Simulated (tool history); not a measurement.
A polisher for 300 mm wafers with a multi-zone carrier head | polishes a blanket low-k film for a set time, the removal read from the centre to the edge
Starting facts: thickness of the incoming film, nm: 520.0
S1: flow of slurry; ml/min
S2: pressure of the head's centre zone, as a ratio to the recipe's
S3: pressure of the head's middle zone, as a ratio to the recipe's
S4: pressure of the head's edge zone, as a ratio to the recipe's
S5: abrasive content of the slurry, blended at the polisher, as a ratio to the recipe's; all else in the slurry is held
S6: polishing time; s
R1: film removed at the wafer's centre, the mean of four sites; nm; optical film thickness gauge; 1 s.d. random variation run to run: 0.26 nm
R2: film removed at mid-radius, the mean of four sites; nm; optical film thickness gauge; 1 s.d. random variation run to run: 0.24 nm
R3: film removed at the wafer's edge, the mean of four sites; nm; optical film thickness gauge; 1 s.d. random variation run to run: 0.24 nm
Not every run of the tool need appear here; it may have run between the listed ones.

run 1 hour=0 | S1=160 S2=1 S3=1 S4=1 S5=1 S6=74 | R1=22.409 R2=22.647 R3=22.96
run 2 hour=5.7 | S1=175 S2=0.99 S3=1.05 S4=1.02 S5=1.05 S6=74 | R1=22.826 R2=24.205 R3=23.658
run 3 hour=12 | S1=175 S2=0.99 S3=0.99 S4=1.02 S5=1.05 S6=74 | R1=23.035 R2=23.154 R3=23.86
run 4 hour=14.9 | S1=175 S2=0.99 S3=1.02 S4=1.02 S5=1.05 S6=74 | R1=22.963 R2=24.379 R3=23.797
run 5 hour=15.9 | S1=190 S2=0.99 S3=1.05 S4=1.04 S5=1.05 S6=74 | R1=22.765 R2=25.056 R3=24.074
run 6 hour=19.5 | S1=200 S2=1 S3=1.08 S4=1.05 S5=1.1 S6=74 | R1=24.454 R2=26.34 R3=25.073
run 7 hour=27.3 | S1=210 S2=0.99 S3=1.11 S4=1.06 S5=1.1 S6=74 | R1=24.237 R2=27.019 R3=24.956
run 8 hour=35.3 | S1=215 S2=0.98 S3=1.13 S4=1.07 S5=1.1 S6=74 | R1=24.073 R2=27.561 R3=25.512

Run 9, settings as shown, results not yet in. Your forecast:
run 9 hour=43.5 | S1=220 S2=0.97 S3=1.15 S4=1.06 S5=1.1 S6=74 | R1=? R2=? R3=?

R1: 23.733 nm
R2: 27.767 nm
R3: 25.001 nm

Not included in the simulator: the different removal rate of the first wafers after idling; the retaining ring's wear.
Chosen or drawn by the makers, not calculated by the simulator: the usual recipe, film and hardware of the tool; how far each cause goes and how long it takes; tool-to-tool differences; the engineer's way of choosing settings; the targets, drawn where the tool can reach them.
